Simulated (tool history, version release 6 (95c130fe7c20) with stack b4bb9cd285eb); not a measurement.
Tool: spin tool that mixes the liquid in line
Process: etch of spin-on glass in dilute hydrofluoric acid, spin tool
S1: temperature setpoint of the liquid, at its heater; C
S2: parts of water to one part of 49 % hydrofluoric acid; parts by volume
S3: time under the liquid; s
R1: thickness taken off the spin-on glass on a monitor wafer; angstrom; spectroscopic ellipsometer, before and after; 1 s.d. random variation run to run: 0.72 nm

Run 1, hour 0.0: S1 21.0 C, S2 125 parts by volume, S3 220 s. Result: R1 377.38 angstrom.
Run 2, hour 7.4: S1 22.5 C, S2 125 parts by volume, S3 220 s. Result: R1 396.37 angstrom.
Run 3, hour 9.3: S1 22.5 C, S2 125 parts by volume, S3 235 s. Result: R1 428.55 angstrom.
Run 4, hour 12.4: S1 22.5 C, S2 125 parts by volume, S3 235 s. Result: R1 425.65 angstrom.
Run 5, hour 16.9: S1 23.5 C, S2 110 parts by volume, S3 235 s. Result: R1 511.50 angstrom.
Run 6, hour 25.7: S1 27.0 C, S2 110 parts by volume, S3 235 s. Result: R1 589.38 angstrom.
Run 7, hour 34.1: S1 27.5 C, S2 100 parts by volume, S3 235 s. Result: R1 676.46 angstrom.
At hour 42.0: hydrofluoric acid flow meter replaced.
Run 8, hour 42.0: S1 28.0 C, S2 95 parts by volume, S3 235 s. Result: R1 677.67 angstrom.
Run 9, hour 49.6: S1 28.0 C, S2 95 parts by volume, S3 235 s. Result: R1 674.91 angstrom.

Run 10 comes next. What will it give?
Run 10, hour 54.5: S1 29.0 C, S2 50 parts by volume, S3 235 s. Result: R1 ?.

Logged for run 10: R1 1443.40 angstrom.

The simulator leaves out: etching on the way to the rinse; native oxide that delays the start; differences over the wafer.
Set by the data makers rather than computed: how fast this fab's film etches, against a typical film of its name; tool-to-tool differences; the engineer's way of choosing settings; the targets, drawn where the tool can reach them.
